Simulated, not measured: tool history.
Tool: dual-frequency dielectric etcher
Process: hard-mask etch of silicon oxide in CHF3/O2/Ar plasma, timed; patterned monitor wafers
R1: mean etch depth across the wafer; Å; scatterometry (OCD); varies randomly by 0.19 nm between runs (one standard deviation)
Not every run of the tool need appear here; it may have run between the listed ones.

Run 1, hour 0: source power (kW) 0.52, bias power (kW) 0.216, etch time (s) 27. Result: R1 593.09 Å.
Run 2, hour 2: source power (kW) 0.53, bias power (kW) 0.217, etch time (s) 27. Result: R1 601.86 Å.
Run 3, hour 9.8: source power (kW) 0.53, bias power (kW) 0.199, etch time (s) 27. Result: R1 580.65 Å.
Run 4, hour 17.8: source power (kW) 0.53, bias power (kW) 0.231, etch time (s) 27. Result: R1 608.5 Å.
Run 5, hour 25: source power (kW) 0.54, bias power (kW) 0.232, etch time (s) 27. Result: R1 618.76 Å.
Run 6, hour 32.5: source power (kW) 0.54, bias power (kW) 0.232, etch time (s) 27. Result: R1 614.94 Å.

Expected results for the next run?
Run 7, hour 33.9: source power (kW) 0.55, bias power (kW) 0.233, etch time (s) 27. Result: R1 ?.

Logged for run 7: R1 618.79 Å.

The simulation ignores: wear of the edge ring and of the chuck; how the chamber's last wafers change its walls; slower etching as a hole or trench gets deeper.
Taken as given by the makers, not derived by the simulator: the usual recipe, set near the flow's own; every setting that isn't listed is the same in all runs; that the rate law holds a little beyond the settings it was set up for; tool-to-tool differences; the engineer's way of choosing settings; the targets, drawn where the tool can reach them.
